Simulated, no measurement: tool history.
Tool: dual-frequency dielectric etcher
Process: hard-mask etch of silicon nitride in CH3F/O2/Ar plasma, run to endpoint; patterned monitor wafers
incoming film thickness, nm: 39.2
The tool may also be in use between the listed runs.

{"run": 1, "hour": 0.0, "source power (W)": 460, "bias power (W)": 94, "endpoint time (s)": 49.044}
{"run": 2, "hour": 0.6, "source power (W)": 460, "bias power (W)": 100, "endpoint time (s)": 47.739}
{"run": 3, "hour": 3.2, "source power (W)": 500, "bias power (W)": 100, "endpoint time (s)": 46.096}
{"run": 4, "hour": 5.0, "source power (W)": 420, "bias power (W)": 100, "endpoint time (s)": 49.976}
{"run": 5, "hour": 8.6, "source power (W)": 460, "bias power (W)": 100, "endpoint time (s)": 48.016}
{"run": 6, "hour": 13.8, "source power (W)": 460, "bias power (W)": 88, "endpoint time (s)": 49.807}
{"run": 7, "hour": 19.3, "source power (W)": 430, "bias power (W)": 87, "endpoint time (s)": 51.616}

Run 8 comes next. What will it give?
{"run": 8, "hour": 20.7, "source power (W)": 350, "bias power (W)": 85, "endpoint time (s)": "?"}

endpoint time (s): 56.435
